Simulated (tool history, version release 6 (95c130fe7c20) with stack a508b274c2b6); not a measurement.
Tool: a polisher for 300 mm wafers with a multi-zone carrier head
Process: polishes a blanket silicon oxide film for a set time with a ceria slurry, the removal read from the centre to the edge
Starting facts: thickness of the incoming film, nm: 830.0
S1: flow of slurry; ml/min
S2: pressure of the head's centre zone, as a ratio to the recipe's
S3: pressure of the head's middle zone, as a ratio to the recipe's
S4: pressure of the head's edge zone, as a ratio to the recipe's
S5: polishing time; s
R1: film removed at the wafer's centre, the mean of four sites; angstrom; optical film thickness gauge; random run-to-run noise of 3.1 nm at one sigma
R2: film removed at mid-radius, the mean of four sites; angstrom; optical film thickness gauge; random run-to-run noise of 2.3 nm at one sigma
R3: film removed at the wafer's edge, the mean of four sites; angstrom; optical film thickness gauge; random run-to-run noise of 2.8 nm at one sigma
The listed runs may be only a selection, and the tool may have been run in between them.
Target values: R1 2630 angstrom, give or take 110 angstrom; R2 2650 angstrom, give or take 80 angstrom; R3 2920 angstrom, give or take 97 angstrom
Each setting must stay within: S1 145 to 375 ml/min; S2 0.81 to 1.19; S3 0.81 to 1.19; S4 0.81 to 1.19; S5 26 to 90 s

run,hour,S1,S2,S3,S4,S5,R1,R2,R3
1,0,240,1,1,1,58,2115.4,2086.7,2201.9
2,7.2,245,1,1.01,1.03,60,2132.3,2193.9,2315.1
3,10.9,250,1.02,1.01,1.06,62,2258.1,2294.8,2365
4,17.7,250,1.01,1,1.06,65,2344.9,2390.6,2465.6
# hour 25.2: slurry nozzle cleaned
5,25.2,250,0.95,1,1.06,65,2305.2,2483.4,2556
6,27.8,255,0.95,0.98,1.07,67,2338.3,2527,2659.6
7,35.1,260,0.96,0.97,1.07,68,2436.2,2538.8,2642.5
8,38.3,250,0.96,0.95,1.08,69,2464,2505.1,2777.3

Pick the move, out of 5, that brings all results within their allowed miss; only one does.
A,41.5,310,1,1.09,1.06,66,?,?,?
B,41.5,275,0.94,0.91,1.02,75,?,?,?
C,41.5,210,0.99,0.84,1.15,70,?,?,?
D,41.5,225,0.96,0.92,1.14,68,?,?,?
E,41.5,210,0.94,0.84,1.15,70,?,?,?

move,R1,R2,R3
A,2514.3,2686.6,2688.3
B,2654,2652.9,2979.4
C,2527,2277.4,2895.1
D,2402.8,2375,2813
E,2401.4,2278,2895.1
A: meets the target for the result that was furthest off, but another lies outside its allowed miss
B: all results land within tolerance of their targets
C: lands further from the targets than the last run did
D: lands further from the targets than the last run did
E: lands further from the targets than the last run did
Go with B: it meets all targets.

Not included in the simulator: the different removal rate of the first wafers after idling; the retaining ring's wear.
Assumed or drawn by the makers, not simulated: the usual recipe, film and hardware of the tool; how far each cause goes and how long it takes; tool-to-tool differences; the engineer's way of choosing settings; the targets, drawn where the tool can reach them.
